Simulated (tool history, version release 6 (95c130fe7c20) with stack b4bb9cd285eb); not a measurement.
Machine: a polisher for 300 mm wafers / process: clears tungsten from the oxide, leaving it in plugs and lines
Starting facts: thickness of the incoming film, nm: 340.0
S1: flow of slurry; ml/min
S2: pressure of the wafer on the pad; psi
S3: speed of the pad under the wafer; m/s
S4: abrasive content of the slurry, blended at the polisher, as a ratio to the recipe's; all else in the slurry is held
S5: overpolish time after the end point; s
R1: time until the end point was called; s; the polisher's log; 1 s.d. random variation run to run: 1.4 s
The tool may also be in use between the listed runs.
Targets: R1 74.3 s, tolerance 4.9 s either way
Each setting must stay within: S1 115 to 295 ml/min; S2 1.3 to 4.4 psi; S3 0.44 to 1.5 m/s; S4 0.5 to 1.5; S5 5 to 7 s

{"run": 1, "hour": 0.0, "S1": 190, "S2": 2.8, "S3": 0.96, "S4": 1, "S5": 7, "R1": 102.02}
{"run": 2, "hour": 7.7, "S1": 190, "S2": 2.8, "S3": 0.96, "S4": 0.9, "S5": 7, "R1": 102.54}
{"run": 3, "hour": 12.8, "S1": 190, "S2": 2.8, "S3": 0.96, "S4": 1, "S5": 7, "R1": 100.26}
{"run": 4, "hour": 14.2, "S1": 190, "S2": 2.8, "S3": 0.76, "S4": 1, "S5": 7, "R1": 127.99}
{"run": 5, "hour": 19.3, "S1": 190, "S2": 2.8, "S3": 0.76, "S4": 1.2, "S5": 7, "R1": 120.6}
{"run": 6, "hour": 28.0, "S1": 190, "S2": 3.2, "S3": 0.76, "S4": 1.2, "S5": 7, "R1": 101.8}
{"run": 7, "hour": 31.5, "S1": 190, "S2": 3.4, "S3": 0.76, "S4": 1.2, "S5": 7, "R1": 97.352}
{"run": 8, "hour": 33.4, "S1": 190, "S2": 3.6, "S3": 0.76, "S4": 1.2, "S5": 7, "R1": 94.721}
{"run": 9, "hour": 41.9, "S1": 190, "S2": 3.8, "S3": 0.78, "S4": 1.2, "S5": 7, "R1": 86.153}
{"run": 10, "hour": 44.6, "S1": 190, "S2": 3.9, "S3": 0.78, "S4": 1.2, "S5": 7, "R1": 84.137}
{"run": 11, "hour": 52.1, "S1": 190, "S2": 4, "S3": 0.78, "S4": 1.2, "S5": 7, "R1": 84.601}

4 next moves are on the table. One of them brings every result within its allowed miss. Which?
{"run": "A", "hour": 59.6, "S1": 210, "S2": 3.1, "S3": 0.9, "S4": 1.15, "S5": 7, "R1": "?"}
{"run": "B", "hour": 59.6, "S1": 200, "S2": 4.4, "S3": 1, "S4": 1.1, "S5": 7, "R1": "?"}
{"run": "C", "hour": 59.6, "S1": 235, "S2": 4.2, "S3": 0.8, "S4": 1.2, "S5": 7, "R1": "?"}
{"run": "D", "hour": 59.6, "S1": 150, "S2": 4.4, "S3": 0.96, "S4": 1.15, "S5": 5, "R1": "?"}

move=A R1=92.622
move=B R1=60.887
move=C R1=74.637
move=D R1=65.348
A: moves away from the targets compared with the last run
B: pushes the last run's worst result past its target
C: all results land within tolerance of their targets
D: pushes the last run's worst result past its target
C is the move that brings every result within its allowed miss.
